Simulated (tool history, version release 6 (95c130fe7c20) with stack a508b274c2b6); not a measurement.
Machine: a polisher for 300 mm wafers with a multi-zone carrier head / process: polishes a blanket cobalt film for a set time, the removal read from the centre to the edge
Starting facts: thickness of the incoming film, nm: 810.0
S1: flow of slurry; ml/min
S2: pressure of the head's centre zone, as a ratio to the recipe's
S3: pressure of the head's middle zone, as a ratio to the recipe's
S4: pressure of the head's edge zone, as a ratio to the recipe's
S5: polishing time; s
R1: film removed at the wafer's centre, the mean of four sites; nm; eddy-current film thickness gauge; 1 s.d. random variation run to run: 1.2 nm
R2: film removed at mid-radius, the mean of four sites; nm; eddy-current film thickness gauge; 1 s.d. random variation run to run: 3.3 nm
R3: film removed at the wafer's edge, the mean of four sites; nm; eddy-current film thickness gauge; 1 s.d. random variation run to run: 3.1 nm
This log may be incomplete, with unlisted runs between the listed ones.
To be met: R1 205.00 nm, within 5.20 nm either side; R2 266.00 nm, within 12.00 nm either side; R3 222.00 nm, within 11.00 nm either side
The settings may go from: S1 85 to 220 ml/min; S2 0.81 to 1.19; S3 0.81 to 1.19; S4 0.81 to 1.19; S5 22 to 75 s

run 1 hour=0.0 | S1=140 S2=1.00 S3=1.00 S4=1.00 S5=48 | R1=278.05 R2=281.64 R3=284.15
run 2 hour=1.2 | S1=135 S2=0.98 S3=1.02 S4=0.97 S5=47 | R1=262.00 R2=276.73 R3=276.58
run 3 hour=3.8 | S1=135 S2=0.98 S3=0.98 S4=0.97 S5=47 | R1=263.53 R2=273.18 R3=271.55
run 4 hour=10.6 | S1=135 S2=0.98 S3=0.98 S4=0.97 S5=37 | R1=208.35 R2=207.89 R3=218.67
run 5 hour=18.6 | S1=100 S2=0.98 S3=0.98 S4=0.97 S5=37 | R1=187.83 R2=194.82 R3=204.55
run 6 hour=26.3 | S1=105 S2=0.97 S3=1.01 S4=0.95 S5=37 | R1=189.66 R2=203.06 R3=205.45
run 7 hour=30.5 | S1=145 S2=0.91 S3=1.11 S4=0.93 S5=37 | R1=197.04 R2=236.24 R3=212.23
run 8 hour=37.3 | S1=150 S2=0.91 S3=1.12 S4=0.93 S5=37 | R1=197.03 R2=239.92 R3=215.67
run 9 hour=39.7 | S1=155 S2=0.91 S3=1.13 S4=0.93 S5=37 | R1=199.41 R2=250.85 R3=212.03

4 next moves are on the table. One of them brings every result within its allowed miss. Which?
run A hour=42.1 | S1=150 S2=0.96 S3=1.14 S4=1.04 S5=36 | R1=? R2=? R3=?
run B hour=42.1 | S1=180 S2=0.91 S3=1.10 S4=0.93 S5=36 | R1=? R2=? R3=?
run C hour=42.1 | S1=215 S2=0.87 S3=1.14 S4=0.90 S5=37 | R1=? R2=? R3=?
run D hour=42.1 | S1=180 S2=0.99 S3=1.17 S4=0.88 S5=34 | R1=? R2=? R3=?

move=A R1=203.85 R2=242.22 R3=221.76
move=B R1=200.65 R2=243.19 R3=215.62
move=C R1=203.21 R2=264.93 R3=222.63
move=D R1=206.40 R2=242.11 R3=198.35
A: its largest miss is bigger than the last run's
B: its largest miss is bigger than the last run's
C: every result within its allowed miss
D: its largest miss is bigger than the last run's
The right move is C.
